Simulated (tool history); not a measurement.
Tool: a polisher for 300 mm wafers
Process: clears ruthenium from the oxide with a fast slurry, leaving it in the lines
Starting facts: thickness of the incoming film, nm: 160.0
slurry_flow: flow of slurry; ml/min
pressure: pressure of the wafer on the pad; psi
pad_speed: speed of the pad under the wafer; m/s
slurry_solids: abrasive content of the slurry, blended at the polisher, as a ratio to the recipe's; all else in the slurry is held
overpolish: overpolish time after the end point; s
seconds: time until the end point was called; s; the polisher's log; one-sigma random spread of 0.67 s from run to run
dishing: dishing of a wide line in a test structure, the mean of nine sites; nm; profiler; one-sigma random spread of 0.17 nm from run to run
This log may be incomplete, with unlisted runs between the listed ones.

run 1 hour=0.0 | slurry_flow=250 pressure=2.0 pad_speed=1.02 slurry_solids=1.00 overpolish=11 | seconds=48.895 dishing=29.078
run 2 hour=3.5 | slurry_flow=190 pressure=2.0 pad_speed=1.02 slurry_solids=1.00 overpolish=11 | seconds=50.463 dishing=27.636
run 3 hour=10.2 | slurry_flow=190 pressure=2.4 pad_speed=1.02 slurry_solids=1.00 overpolish=11 | seconds=45.092 dishing=31.963
run 4 hour=13.5 | slurry_flow=190 pressure=2.4 pad_speed=1.02 slurry_solids=0.85 overpolish=11 | seconds=50.182 dishing=29.434
run 5 hour=19.9 | slurry_flow=190 pressure=2.2 pad_speed=1.02 slurry_solids=0.85 overpolish=11 | seconds=53.450 dishing=27.524
run 6 hour=27.2 | slurry_flow=210 pressure=1.9 pad_speed=1.02 slurry_solids=0.85 overpolish=10 | seconds=56.642 dishing=23.253

What will run 7 give?
run 7 hour=33.8 | slurry_flow=220 pressure=1.7 pad_speed=1.02 slurry_solids=0.85 overpolish=9 | seconds=? dishing=?

Logged for run 7: seconds 59.909 s, dishing 19.367 nm.
